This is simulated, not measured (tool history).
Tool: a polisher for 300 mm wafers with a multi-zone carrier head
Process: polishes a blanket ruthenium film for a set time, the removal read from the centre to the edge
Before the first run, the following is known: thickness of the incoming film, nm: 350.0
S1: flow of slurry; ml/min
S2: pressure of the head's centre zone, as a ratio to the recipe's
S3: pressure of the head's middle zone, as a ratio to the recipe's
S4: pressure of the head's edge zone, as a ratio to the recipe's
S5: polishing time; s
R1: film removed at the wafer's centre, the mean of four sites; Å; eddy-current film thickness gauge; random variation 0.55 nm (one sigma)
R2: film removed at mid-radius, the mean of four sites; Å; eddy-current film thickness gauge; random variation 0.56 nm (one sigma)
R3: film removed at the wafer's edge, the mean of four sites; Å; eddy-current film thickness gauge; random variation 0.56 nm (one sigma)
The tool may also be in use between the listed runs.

| run | hour | S1 | S2 | S3 | S4 | S5 | R1 | R2 | R3 |
|---|---|---|---|---|---|---|---|---|---|
| 1 | 0 | 140 | 1 | 1 | 1 | 80 | 831.82 | 805.63 | 817.58 |
| 2 | 2.2 | 140 | 1 | 1 | 1.07 | 80 | 844.95 | 809.49 | 828.84 |
| 3 | 4.2 | 135 | 0.97 | 1 | 1.07 | 77 | 775.43 | 772.11 | 815.41 |
| 4 | 6.6 | 135 | 0.97 | 0.96 | 1.07 | 77 | 771.47 | 766.17 | 813.22 |
| 5 | 14.1 | 130 | 0.95 | 0.96 | 1.06 | 74 | 703.81 | 724.63 | 773.13 |
| 6 | 19.1 | 130 | 1 | 0.96 | 1.06 | 74 | 768.71 | 723.86 | 776.61 |

What will run 7 give?
| 7 | 23.7 | 130 | 0.98 | 0.96 | 1.05 | 72 | ? | ? | ? |

Run 7 measured R1 717.15 Å, R2 705.71 Å, R3 762.13 Å.

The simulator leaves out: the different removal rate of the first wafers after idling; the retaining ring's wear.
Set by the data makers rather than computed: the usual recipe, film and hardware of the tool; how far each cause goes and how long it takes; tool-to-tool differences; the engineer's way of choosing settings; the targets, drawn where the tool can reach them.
